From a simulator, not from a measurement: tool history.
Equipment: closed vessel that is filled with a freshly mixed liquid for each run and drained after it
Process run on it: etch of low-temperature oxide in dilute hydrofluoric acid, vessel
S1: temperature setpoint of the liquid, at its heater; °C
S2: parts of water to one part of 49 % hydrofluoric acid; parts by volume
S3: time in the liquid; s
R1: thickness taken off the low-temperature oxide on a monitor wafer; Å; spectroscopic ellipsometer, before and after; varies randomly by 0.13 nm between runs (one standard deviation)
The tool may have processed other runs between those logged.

run  hour    S1   S2   S3      R1
  1     0    22  155  105  192.78
  2   2.3  23.5  155  105  204.22
  3   3.9    25  155  105  215.87
  4  10.6    25  210  105  151.41
  5    15    25  160  105  208.98
  6  20.8    26  160  105  217.58
  7  28.2  26.5  160  105  220.12

What will run 8 give?
  8  36.2  27  160  105   ?

{"run 8": {"R1": 222.94}}
